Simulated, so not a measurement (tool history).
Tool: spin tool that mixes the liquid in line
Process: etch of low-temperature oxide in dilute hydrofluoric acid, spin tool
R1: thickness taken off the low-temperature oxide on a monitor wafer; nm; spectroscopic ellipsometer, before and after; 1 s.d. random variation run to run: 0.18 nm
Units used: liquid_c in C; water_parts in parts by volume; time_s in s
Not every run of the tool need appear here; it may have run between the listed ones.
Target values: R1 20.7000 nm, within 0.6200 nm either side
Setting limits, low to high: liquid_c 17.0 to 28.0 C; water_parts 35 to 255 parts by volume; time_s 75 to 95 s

run 1 day=0.000 | liquid_c=20.0 water_parts=145 time_s=95 | R1=6.4335
run 2 day=0.100 | liquid_c=23.0 water_parts=145 time_s=95 | R1=7.1345
run 3 day=0.438 | liquid_c=23.0 water_parts=145 time_s=75 | R1=5.6689
run 4 day=0.750 | liquid_c=23.0 water_parts=125 time_s=75 | R1=6.6667
run 5 day=1.071 | liquid_c=24.5 water_parts=100 time_s=80 | R1=9.8056
run 6 day=1.400 | liquid_c=23.0 water_parts=100 time_s=80 | R1=9.2661
run 7 day=1.600 | liquid_c=24.0 water_parts=80 time_s=85 | R1=12.8830
run 8 day=1.896 | liquid_c=24.0 water_parts=80 time_s=85 | R1=13.1540
run 9 day=2.121 | liquid_c=25.0 water_parts=70 time_s=85 | R1=15.5330
run 10 day=2.150 | liquid_c=26.0 water_parts=65 time_s=85 | R1=17.7920
run 11 day=2.267 | liquid_c=26.5 water_parts=65 time_s=85 | R1=18.2090
run 12 day=2.371 | liquid_c=27.0 water_parts=65 time_s=85 | R1=18.5790
run 13 day=2.450 | liquid_c=27.5 water_parts=65 time_s=85 | R1=19.0590
run 14 day=2.758 | liquid_c=27.5 water_parts=65 time_s=85 | R1=18.8240

Pick the move, out of 5, that brings all results within their allowed miss; only one does.
run A day=3.067 | liquid_c=28.0 water_parts=65 time_s=75 | R1=?
run B day=3.067 | liquid_c=27.5 water_parts=65 time_s=80 | R1=?
run C day=3.067 | liquid_c=27.0 water_parts=55 time_s=75 | R1=?
run D day=3.067 | liquid_c=26.5 water_parts=60 time_s=95 | R1=?
run E day=3.067 | liquid_c=24.5 water_parts=50 time_s=80 | R1=?

move=A R1=16.8690
move=B R1=17.6420
move=C R1=19.4350
move=D R1=21.9650
move=E R1=20.7510
A: lands further from the targets than the last run did
B: lands further from the targets than the last run did
C: better than the last run, though not everything is in spec
D: moves the result that the last run missed by most past its target, out the other side
E: hits every target within its allowed miss
Go with E: it meets all targets.

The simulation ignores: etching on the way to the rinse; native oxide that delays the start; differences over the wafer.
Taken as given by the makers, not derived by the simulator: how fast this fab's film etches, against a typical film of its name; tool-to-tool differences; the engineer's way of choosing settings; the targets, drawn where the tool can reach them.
